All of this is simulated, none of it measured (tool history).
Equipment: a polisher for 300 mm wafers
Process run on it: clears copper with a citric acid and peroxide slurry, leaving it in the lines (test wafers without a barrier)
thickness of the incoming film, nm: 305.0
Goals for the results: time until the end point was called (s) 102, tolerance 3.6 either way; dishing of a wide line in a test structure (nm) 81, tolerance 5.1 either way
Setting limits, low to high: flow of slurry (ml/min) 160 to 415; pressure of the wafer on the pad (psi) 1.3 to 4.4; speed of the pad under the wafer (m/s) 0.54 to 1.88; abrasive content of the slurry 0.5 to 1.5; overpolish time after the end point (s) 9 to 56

run	hour	flow of slurry (ml/min)	pressure of the wafer on the pad (psi)	speed of the pad under the wafer (m/s)	abrasive content of the slurry	overpolish time after the end point (s)	time until the end point was called (s)	dishing of a wide line in a test structure (nm)
1	0	265	2.8	1.2	1	29	146.43	40.163
2	9	265	2.9	1.2	1	30	143.09	41.896
3	12.4	265	2.5	1.2	1	30	157.46	39.279
4	16.8	320	2.5	1.2	1	30	154.31	39.458
5	25.5	320	2.6	1.2	1	31	150.36	39.629
6	29.8	320	2.6	1.2	1	38	150.02	47.77
7	30.7	320	2.7	1.2	1	39	147.12	48.947
8	33.8	320	2.8	1.2	1	40	142.03	53.014
9	41.8	320	2.9	1.2	1	41	142.23	56.156
10	45.7	325	3.7	1.22	1	42	115.94	66.64

Consider the 5 candidate settings below. Which is the only one whose results all fall within their allowed miss of target?
A	49.6	370	3.7	1.14	1.05	31	?	?
B	49.6	300	4.4	1.32	0.75	48	?	?
C	49.6	290	4.1	1.14	1.15	53	?	?
D	49.6	300	3.8	1.48	0.95	38	?	?
E	49.6	355	4	1.12	0.7	44	?	?

move	time until the end point was called (s)	dishing of a wide line in a test structure (nm)
A	121.22	49.993
B	102.83	78.926
C	111.9	79.342
D	96.252	69.552
E	130.41	62.266
A: lands further from the targets than the last run did
B: each result inside its tolerance
C: closer than the last run, but not yet in spec
D: pushes the last run's worst result past its target
E: lands further from the targets than the last run did
Move B is the one to make.
